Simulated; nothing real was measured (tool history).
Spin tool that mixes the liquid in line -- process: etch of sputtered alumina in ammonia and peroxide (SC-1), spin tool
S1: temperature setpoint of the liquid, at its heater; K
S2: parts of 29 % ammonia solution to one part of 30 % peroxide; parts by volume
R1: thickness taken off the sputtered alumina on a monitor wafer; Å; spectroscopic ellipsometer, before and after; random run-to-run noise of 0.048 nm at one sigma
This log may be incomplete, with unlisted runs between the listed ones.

Run 1, hour 0.0: S1 332.15 K, S2 0.45 parts by volume, time under the liquid (s) 300. Result: R1 122.030 Å.
Run 2, hour 3.9: S1 325.65 K, S2 0.45 parts by volume, time under the liquid (s) 300. Result: R1 86.618 Å.
Run 3, hour 9.5: S1 327.15 K, S2 0.45 parts by volume, time under the liquid (s) 300. Result: R1 93.976 Å.
Run 4, hour 11.3: S1 334.15 K, S2 0.45 parts by volume, time under the liquid (s) 300. Result: R1 136.840 Å.
Run 5, hour 19.7: S1 328.15 K, S2 0.45 parts by volume, time under the liquid (s) 300. Result: R1 99.634 Å.
Run 6, hour 20.4: S1 328.15 K, S2 0.45 parts by volume, time under the liquid (s) 320. Result: R1 105.310 Å.

Run 7 comes next. What will it give?
Run 7, hour 23.4: S1 329.15 K, S2 0.45 parts by volume, time under the liquid (s) 320. Result: R1 ?.

R1: 111.030 Å
